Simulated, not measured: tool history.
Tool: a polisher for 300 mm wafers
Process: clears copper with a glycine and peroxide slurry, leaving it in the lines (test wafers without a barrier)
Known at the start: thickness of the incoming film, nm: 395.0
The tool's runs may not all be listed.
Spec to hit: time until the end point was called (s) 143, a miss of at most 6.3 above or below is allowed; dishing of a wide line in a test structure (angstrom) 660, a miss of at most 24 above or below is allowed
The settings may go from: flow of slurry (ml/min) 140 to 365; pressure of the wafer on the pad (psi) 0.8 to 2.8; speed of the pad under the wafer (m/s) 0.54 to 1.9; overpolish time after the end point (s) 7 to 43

run  hour  flow of slurry (ml/min)  pressure of the wafer on the pad (psi)  speed of the pad under the wafer (m/s)  overpolish time after the end point (s)  time until the end point was called (s)  dishing of a wide line in a test structure (angstrom)
  1     0                      235                                     1.8                                    1.22                                       22                                   80.419                                                 676.29
  2   6.4                      235                                     1.8                                    1.22                                       28                                   79.408                                                 776.54
  3  10.3                      215                                     1.8                                    1.22                                       28                                   81.246                                                 764.44
  4  12.5                      205                                     1.5                                    1.18                                       31                                   97.498                                                 744.51
  5  17.2                      200                                     1.3                                    1.16                                       32                                   108.52                                                 692.54
  6    19                      195                                     1.2                                    1.14                                       34                                   114.44                                                 685.42
  7  25.5                      190                                     1.1                                    1.12                                       35                                   120.57                                                 674.86
  8  32.4                      185                                       1                                     1.1                                       36                                   130.76                                                 658.82
  9  34.7                      185                                       1                                     1.1                                       36                                   132.15                                                 657.18
 10  38.8                      180                                       1                                     1.1                                       37                                   133.79                                                 678.17
 11  46.5                      175                                       1                                     1.1                                       37                                   132.35                                                 675.69
 12  54.9                      175                                       1                                     1.1                                       37                                   133.26                                                  664.7
 13    57                      170                                       1                                     1.1                                       38                                   134.03                                                 672.89
 14  65.6                      165                                       1                                     1.1                                       38                                   133.58                                                 672.52
 15    72                      160                                       1                                     1.1                                       38                                   135.34                                                 675.25
 16  76.8                      155                                       1                                     1.1                                       38                                   136.28                                                 653.86

Of the 4 settings listed for the next run, only one would bring every result within its allowed miss of target. Which one?
  A  81.6                      150                                     1.2                                     1.1                                       33                                        ?                                                      ?
  B  81.6                      195                                     0.9                                    1.02                                       39                                        ?                                                      ?
  C  81.6                      150                                       1                                    1.22                                       34                                        ?                                                      ?
  D  81.6                      140                                     0.9                                    1.34                                       35                                        ?                                                      ?

move  time until the end point was called (s)  dishing of a wide line in a test structure (angstrom)
   A                                   122.05                                                 658.96
   B                                   143.18                                                 656.94
   C                                   126.13                                                 645.57
   D                                   127.29                                                  644.9
A: moves away from the targets compared with the last run
B: each result inside its tolerance
C: moves away from the targets compared with the last run
D: moves away from the targets compared with the last run
The right move is B.
